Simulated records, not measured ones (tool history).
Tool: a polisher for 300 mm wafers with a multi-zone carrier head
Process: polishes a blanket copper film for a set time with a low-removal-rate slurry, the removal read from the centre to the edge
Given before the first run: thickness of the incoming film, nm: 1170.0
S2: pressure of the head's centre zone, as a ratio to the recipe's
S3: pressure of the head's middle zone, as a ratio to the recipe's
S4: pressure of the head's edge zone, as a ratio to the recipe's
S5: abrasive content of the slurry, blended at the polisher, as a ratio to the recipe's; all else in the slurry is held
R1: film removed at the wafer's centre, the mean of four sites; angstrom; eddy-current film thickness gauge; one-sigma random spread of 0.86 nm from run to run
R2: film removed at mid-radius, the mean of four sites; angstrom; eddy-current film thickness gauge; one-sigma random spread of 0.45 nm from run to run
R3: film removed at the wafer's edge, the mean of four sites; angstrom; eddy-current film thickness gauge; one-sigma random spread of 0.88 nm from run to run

Run 1, hour 0.0: flow of slurry (ml/min) 195, S2 1.00, S3 1.00, S4 1.00, S5 1.00, polishing time (s) 55. Result: R1 959.58 angstrom, R2 968.82 angstrom, R3 952.80 angstrom.
Run 2, hour 8.0: flow of slurry (ml/min) 195, S2 1.00, S3 1.00, S4 1.00, S5 0.80, polishing time (s) 55. Result: R1 907.28 angstrom, R2 921.04 angstrom, R3 917.85 angstrom.
Run 3, hour 13.3: flow of slurry (ml/min) 195, S2 0.95, S3 1.00, S4 1.00, S5 0.80, polishing time (s) 55. Result: R1 882.77 angstrom, R2 920.11 angstrom, R3 908.97 angstrom.
Run 4, hour 16.6: flow of slurry (ml/min) 205, S2 0.99, S3 1.00, S4 0.96, S5 0.75, polishing time (s) 51. Result: R1 843.10 angstrom, R2 843.91 angstrom, R3 833.61 angstrom.
At hour 25.3: worn pad replaced by a new one.
Run 5, hour 25.3: flow of slurry (ml/min) 255, S2 0.99, S3 1.00, S4 0.96, S5 0.75, polishing time (s) 51. Result: R1 971.32 angstrom, R2 971.82 angstrom, R3 924.54 angstrom.
Run 6, hour 31.0: flow of slurry (ml/min) 255, S2 0.92, S3 1.00, S4 0.96, S5 0.75, polishing time (s) 51. Result: R1 895.46 angstrom, R2 970.18 angstrom, R3 948.80 angstrom.

Forecast run 7:
Run 7, hour 35.6: flow of slurry (ml/min) 230, S2 0.96, S3 1.01, S4 0.93, S5 0.70, polishing time (s) 50. Result: R1 ?, R2 ?, R3 ?.

{"run 7": {"R1": 893.84, "R2": 928.83, "R3": 875.99}}

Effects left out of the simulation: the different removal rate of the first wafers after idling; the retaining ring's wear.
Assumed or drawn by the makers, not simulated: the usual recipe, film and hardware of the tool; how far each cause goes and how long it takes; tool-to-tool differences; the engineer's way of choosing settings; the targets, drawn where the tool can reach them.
